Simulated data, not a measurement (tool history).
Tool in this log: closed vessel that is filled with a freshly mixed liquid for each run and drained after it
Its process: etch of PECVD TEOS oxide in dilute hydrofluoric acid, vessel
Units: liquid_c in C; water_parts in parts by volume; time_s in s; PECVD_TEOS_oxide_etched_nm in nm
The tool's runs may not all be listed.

run,hour,liquid_c,water_parts,time_s,PECVD_TEOS_oxide_etched_nm
1,0,22,125,550,86.294
2,8.6,19,125,550,77.145
3,10.2,19,105,550,94.07
4,15.9,20,105,550,98.019
5,23.9,21,105,550,101.69
6,30,22,105,550,106.68
7,35.3,22,105,550,105.75

What does the tool deliver on the next run?
8,39.2,23,105,550,?

{"run 8": {"PECVD_TEOS_oxide_etched_nm": 110.35}}
